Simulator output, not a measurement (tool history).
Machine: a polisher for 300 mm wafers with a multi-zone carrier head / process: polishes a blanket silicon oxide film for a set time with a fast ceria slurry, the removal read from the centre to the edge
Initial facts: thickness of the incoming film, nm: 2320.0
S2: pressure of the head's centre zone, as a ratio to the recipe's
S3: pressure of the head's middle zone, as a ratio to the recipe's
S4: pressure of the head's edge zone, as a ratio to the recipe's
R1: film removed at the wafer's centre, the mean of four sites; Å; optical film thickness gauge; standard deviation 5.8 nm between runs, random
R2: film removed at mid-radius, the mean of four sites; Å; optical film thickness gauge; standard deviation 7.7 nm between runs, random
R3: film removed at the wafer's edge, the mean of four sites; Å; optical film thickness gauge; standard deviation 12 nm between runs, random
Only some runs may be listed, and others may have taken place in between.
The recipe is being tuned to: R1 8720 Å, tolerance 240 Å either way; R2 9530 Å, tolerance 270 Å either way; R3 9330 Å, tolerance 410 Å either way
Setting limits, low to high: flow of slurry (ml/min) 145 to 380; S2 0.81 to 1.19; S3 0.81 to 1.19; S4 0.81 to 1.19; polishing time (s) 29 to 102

run 1 hour=0 | flow_of_slurry_(ml/min)=245 S2=1 S3=1 S4=1 polishing_time_(s)=65 | R1=6823.3 R2=7106.8 R3=6978.1
run 2 hour=1.5 | flow_of_slurry_(ml/min)=300 S2=1 S3=1 S4=1 polishing_time_(s)=65 | R1=7037.5 R2=7214.1 R3=7274.3
run 3 hour=5.2 | flow_of_slurry_(ml/min)=300 S2=0.95 S3=1 S4=1 polishing_time_(s)=65 | R1=6801.1 R2=7200.1 R3=7026.6
run 4 hour=11.9 | flow_of_slurry_(ml/min)=305 S2=0.99 S3=1.04 S4=1.04 polishing_time_(s)=67 | R1=7176 R2=7839.8 R3=7453.9
run 5 hour=19.9 | flow_of_slurry_(ml/min)=315 S2=1.01 S3=1.05 S4=1.08 polishing_time_(s)=70 | R1=7602.2 R2=8198.2 R3=8078.4
run 6 hour=26.2 | flow_of_slurry_(ml/min)=320 S2=1.04 S3=1.07 S4=1.11 polishing_time_(s)=71 | R1=7878 R2=8425.2 R3=8192.2
run 7 hour=32.6 | flow_of_slurry_(ml/min)=325 S2=1.04 S3=1.08 S4=1.13 polishing_time_(s)=73 | R1=8056.1 R2=8840.8 R3=8612.2
run 8 hour=38.3 | flow_of_slurry_(ml/min)=330 S2=1.05 S3=1.09 S4=1.14 polishing_time_(s)=74 | R1=8361.7 R2=8910.7 R3=9048.5
run 9 hour=42.3 | flow_of_slurry_(ml/min)=355 S2=1.06 S3=1.17 S4=1.12 polishing_time_(s)=75 | R1=8478.6 R2=9661.6 R3=8848.5

Exactly one of the 5 candidate moves below puts every result within its allowed miss. Which one?
run A hour=46.3 | flow_of_slurry_(ml/min)=375 S2=1.03 S3=1.09 S4=1.16 polishing_time_(s)=78 | R1=? R2=? R3=?
run B hour=46.3 | flow_of_slurry_(ml/min)=335 S2=1.07 S3=1.18 S4=1.1 polishing_time_(s)=74 | R1=? R2=? R3=?
run C hour=46.3 | flow_of_slurry_(ml/min)=335 S2=1.14 S3=1.18 S4=1.06 polishing_time_(s)=73 | R1=? R2=? R3=?
run D hour=46.3 | flow_of_slurry_(ml/min)=340 S2=1.05 S3=1.17 S4=1.08 polishing_time_(s)=73 | R1=? R2=? R3=?
run E hour=46.3 | flow_of_slurry_(ml/min)=360 S2=1.06 S3=1.17 S4=1.09 polishing_time_(s)=72 | R1=? R2=? R3=?

move=A R1=8741.3 R2=9673.4 R3=9426.3
move=B R1=8427.9 R2=9734.4 R3=8630.6
move=C R1=8682.9 R2=9601.1 R3=8357.2
move=D R1=8219.5 R2=9545.6 R3=8445
move=E R1=8201.7 R2=9459.2 R3=8398.6
A: all results in spec
B: its largest miss is bigger than the last run's
C: its largest miss is bigger than the last run's
D: its largest miss is bigger than the last run's
E: its largest miss is bigger than the last run's
Move A is the one to make.

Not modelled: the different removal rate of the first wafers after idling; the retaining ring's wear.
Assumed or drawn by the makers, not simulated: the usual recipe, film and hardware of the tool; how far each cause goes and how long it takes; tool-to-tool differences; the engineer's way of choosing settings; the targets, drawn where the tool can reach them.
